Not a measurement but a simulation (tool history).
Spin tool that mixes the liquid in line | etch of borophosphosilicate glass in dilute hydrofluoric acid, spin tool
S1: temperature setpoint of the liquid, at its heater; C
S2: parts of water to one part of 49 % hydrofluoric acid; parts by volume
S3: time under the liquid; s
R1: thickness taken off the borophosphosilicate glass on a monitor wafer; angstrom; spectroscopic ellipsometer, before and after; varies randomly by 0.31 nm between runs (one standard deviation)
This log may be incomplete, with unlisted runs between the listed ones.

run	hour	S1	S2	S3	R1
1	0.0	25.0	270	70	160.92
2	4.8	25.0	215	70	207.87
3	12.3	25.0	295	70	140.74
4	18.7	23.0	295	70	129.74
5	21.4	23.0	205	70	204.73
6	24.5	23.0	290	70	132.99
7	25.4	27.0	180	70	275.93
8	27.9	28.0	180	70	288.38
9	31.2	28.5	180	70	301.89
10	33.1	29.0	180	70	295.50

Run 11 has not been measured yet. What should we expect?
11	39.6	32.0	170	70	?

Run 11 came out at R1 359.33 angstrom.
